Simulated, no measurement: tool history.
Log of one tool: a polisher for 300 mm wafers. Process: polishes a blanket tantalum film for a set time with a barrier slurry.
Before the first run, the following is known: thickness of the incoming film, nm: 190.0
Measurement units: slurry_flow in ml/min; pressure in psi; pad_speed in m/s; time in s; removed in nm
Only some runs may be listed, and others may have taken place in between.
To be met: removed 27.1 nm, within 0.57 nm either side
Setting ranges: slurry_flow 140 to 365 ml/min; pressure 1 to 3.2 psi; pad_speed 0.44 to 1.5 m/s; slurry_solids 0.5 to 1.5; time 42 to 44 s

run	day	slurry_flow	pressure	pad_speed	slurry_solids	time	removed
1	0	235	2.1	0.96	1	42	61.904
2	0.175	230	1.8	0.9	1	42	52.734
3	0.4	230	1.8	0.9	1.15	42	55.028
4	0.425	225	1.6	0.8	1.15	42	46.04
5	0.762	225	2	0.8	1.15	42	53.082
6	0.921	180	2	0.8	1.15	42	51.645
7	1.008	160	1.4	0.62	1.15	42	32.153
8	1.088	155	1.3	0.62	1.15	42	30.624
9	1.412	155	1.2	0.62	1.15	42	29.673
10	1.575	150	1.1	0.62	1.15	42	27.95
11	1.912	145	1.1	0.62	1.15	42	27.906

Next run, 4 choices. One meets every target within its allowed miss, the rest don't. Which?
A	2.25	145	1.6	0.48	1.25	44	?
B	2.25	175	1.1	0.64	1.15	42	?
C	2.25	145	1.1	0.58	1.25	42	?
D	2.25	180	1.1	0.54	1.15	44	?

move	removed
A	29.253
B	29.368
C	27.005
D	26.224
A: misses by more than the last run did
B: misses by more than the last run did
C: all results land within tolerance of their targets
D: carries the result that was furthest off beyond its target, to the other side
Move C is the one to make.
